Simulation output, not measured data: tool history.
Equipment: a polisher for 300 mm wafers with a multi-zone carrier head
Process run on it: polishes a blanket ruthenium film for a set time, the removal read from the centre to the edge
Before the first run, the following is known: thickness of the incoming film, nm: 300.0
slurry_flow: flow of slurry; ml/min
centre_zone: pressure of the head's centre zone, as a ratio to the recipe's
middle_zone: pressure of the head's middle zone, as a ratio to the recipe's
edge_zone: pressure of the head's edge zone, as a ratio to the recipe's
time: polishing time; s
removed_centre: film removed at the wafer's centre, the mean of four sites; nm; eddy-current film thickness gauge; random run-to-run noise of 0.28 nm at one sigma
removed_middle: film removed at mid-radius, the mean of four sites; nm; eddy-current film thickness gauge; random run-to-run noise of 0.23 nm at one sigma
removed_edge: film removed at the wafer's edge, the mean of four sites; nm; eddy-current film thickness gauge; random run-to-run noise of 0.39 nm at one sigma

run,hour,slurry_flow,centre_zone,middle_zone,edge_zone,time,removed_centre,removed_middle,removed_edge
1,0.0,235,1.00,1.00,1.00,40,32.029,34.090,32.660
2,6.4,230,1.01,1.00,0.97,39,31.863,32.882,31.294
3,8.5,225,1.01,1.01,0.94,38,30.910,31.626,30.243
4,11.2,230,1.02,1.03,0.92,37,30.889,31.779,29.635
5,14.3,230,1.10,1.03,0.92,37,33.031,31.992,29.480
6,16.6,210,1.10,1.03,0.92,37,32.350,31.187,29.123
7,23.7,210,1.10,1.04,0.90,37,32.780,32.045,28.234

Run 8, settings as shown, results not yet in. Your forecast:
8,30.0,200,1.09,1.04,0.90,37,?,?,?

removed_centre: 31.839 nm
removed_middle: 31.521 nm
removed_edge: 28.951 nm
